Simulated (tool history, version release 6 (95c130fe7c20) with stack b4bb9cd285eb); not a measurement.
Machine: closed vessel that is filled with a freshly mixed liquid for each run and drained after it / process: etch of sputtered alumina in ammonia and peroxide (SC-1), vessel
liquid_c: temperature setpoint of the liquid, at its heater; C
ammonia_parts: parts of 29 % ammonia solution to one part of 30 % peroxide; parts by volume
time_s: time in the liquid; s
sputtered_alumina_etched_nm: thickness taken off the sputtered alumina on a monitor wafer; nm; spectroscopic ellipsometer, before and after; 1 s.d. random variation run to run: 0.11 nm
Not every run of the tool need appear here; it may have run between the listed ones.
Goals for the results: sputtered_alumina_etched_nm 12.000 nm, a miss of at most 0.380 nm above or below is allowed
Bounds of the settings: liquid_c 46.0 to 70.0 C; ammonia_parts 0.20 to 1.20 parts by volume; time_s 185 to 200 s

Run 1, hour 0.0: liquid_c 62.0 C, ammonia_parts 0.90 parts by volume, time_s 185 s. Result: sputtered_alumina_etched_nm 18.474 nm.
Run 2, hour 2.2: liquid_c 59.0 C, ammonia_parts 0.90 parts by volume, time_s 185 s. Result: sputtered_alumina_etched_nm 15.898 nm.
Run 3, hour 7.7: liquid_c 63.0 C, ammonia_parts 0.90 parts by volume, time_s 185 s. Result: sputtered_alumina_etched_nm 19.144 nm.
Run 4, hour 15.4: liquid_c 68.5 C, ammonia_parts 0.90 parts by volume, time_s 185 s. Result: sputtered_alumina_etched_nm 25.354 nm.
Run 5, hour 16.5: liquid_c 62.0 C, ammonia_parts 0.90 parts by volume, time_s 185 s. Result: sputtered_alumina_etched_nm 18.463 nm.
Run 6, hour 25.5: liquid_c 56.5 C, ammonia_parts 0.90 parts by volume, time_s 185 s. Result: sputtered_alumina_etched_nm 14.015 nm.
Run 7, hour 32.9: liquid_c 55.5 C, ammonia_parts 0.90 parts by volume, time_s 185 s. Result: sputtered_alumina_etched_nm 13.036 nm.
Run 8, hour 34.2: liquid_c 55.0 C, ammonia_parts 0.90 parts by volume, time_s 185 s. Result: sputtered_alumina_etched_nm 12.853 nm.
Run 9, hour 38.7: liquid_c 54.5 C, ammonia_parts 0.90 parts by volume, time_s 185 s. Result: sputtered_alumina_etched_nm 12.632 nm.

Which of these 5 next moves meets every target?
Run A, hour 43.2: liquid_c 55.0 C, ammonia_parts 0.95 parts by volume, time_s 190 s. Result: sputtered_alumina_etched_nm ?.
Run B, hour 43.2: liquid_c 55.0 C, ammonia_parts 0.90 parts by volume, time_s 185 s. Result: sputtered_alumina_etched_nm ?.
Run C, hour 43.2: liquid_c 52.5 C, ammonia_parts 1.20 parts by volume, time_s 190 s. Result: sputtered_alumina_etched_nm ?.
Run D, hour 43.2: liquid_c 52.5 C, ammonia_parts 1.05 parts by volume, time_s 185 s. Result: sputtered_alumina_etched_nm ?.
Run E, hour 43.2: liquid_c 54.0 C, ammonia_parts 1.05 parts by volume, time_s 190 s. Result: sputtered_alumina_etched_nm ?.

move  sputtered_alumina_etched_nm
   A                       13.306
   B                       12.889
   C                       11.899
   D                       11.440
   E                       12.736
A: its largest miss is bigger than the last run's
B: its largest miss is bigger than the last run's
C: every result within its allowed miss
D: pushes the last run's worst result past its target
E: its largest miss is bigger than the last run's
So the answer is move C, the one that meets all the targets.
